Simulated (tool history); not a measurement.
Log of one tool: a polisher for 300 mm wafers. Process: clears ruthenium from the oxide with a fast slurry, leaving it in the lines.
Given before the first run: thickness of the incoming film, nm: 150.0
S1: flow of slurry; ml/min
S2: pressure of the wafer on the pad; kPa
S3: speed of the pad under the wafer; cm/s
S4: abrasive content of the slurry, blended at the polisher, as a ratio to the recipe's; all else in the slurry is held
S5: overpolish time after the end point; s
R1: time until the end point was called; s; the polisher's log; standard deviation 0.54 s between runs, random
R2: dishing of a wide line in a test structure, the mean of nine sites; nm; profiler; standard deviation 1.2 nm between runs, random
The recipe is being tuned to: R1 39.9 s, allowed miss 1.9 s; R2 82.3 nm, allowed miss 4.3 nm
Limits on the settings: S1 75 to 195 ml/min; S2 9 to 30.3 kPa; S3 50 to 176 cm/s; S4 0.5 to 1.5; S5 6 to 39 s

| run | hour | S1 | S2 | S3 | S4 | S5 | R1 | R2 |
|---|---|---|---|---|---|---|---|---|
| 1 | 0 | 125 | 19.3 | 112 | 1 | 20 | 29.32 | 73.386 |
| 2 | 1.4 | 125 | 19.3 | 112 | 1 | 26 | 28.984 | 87.859 |
| 3 | 4.1 | 125 | 19.3 | 112 | 1 | 20 | 28.585 | 72.143 |
| 4 | 11.1 | 125 | 19.3 | 112 | 1 | 26 | 29.928 | 88.573 |
| 5 | 16.5 | 125 | 19.3 | 112 | 1.1 | 26 | 28.313 | 90.605 |
| 6 | 22.6 | 115 | 19.3 | 112 | 1.1 | 26 | 27.569 | 90.807 |
| 7 | 29.3 | 115 | 17.2 | 112 | 1.1 | 27 | 31.01 | 88.988 |
| 8 | 35.7 | 100 | 12.4 | 112 | 1.1 | 29 | 37.181 | 81.341 |

Which one of the following 4 next-run settings gets every result inside its allowed miss? There is exactly one.
| A | 42.1 | 95 | 12.4 | 124 | 1 | 32 | ? | ? |
| B | 42.1 | 95 | 11 | 122 | 0.95 | 37 | ? | ? |
| C | 42.1 | 105 | 11.7 | 114 | 1.2 | 28 | ? | ? |
| D | 42.1 | 115 | 15.2 | 80 | 1.35 | 33 | ? | ? |

| move | R1 | R2 |
|---|---|---|
| A | 35.652 | 89.775 |
| B | 39.309 | 92.655 |
| C | 35.566 | 82.02 |
| D | 40.112 | 84.59 |
A: lands further from the targets than the last run did
B: brings the result that was furthest off to its target, and leaves another outside
C: lands further from the targets than the last run did
D: each result inside its tolerance
Move D is the one to make.
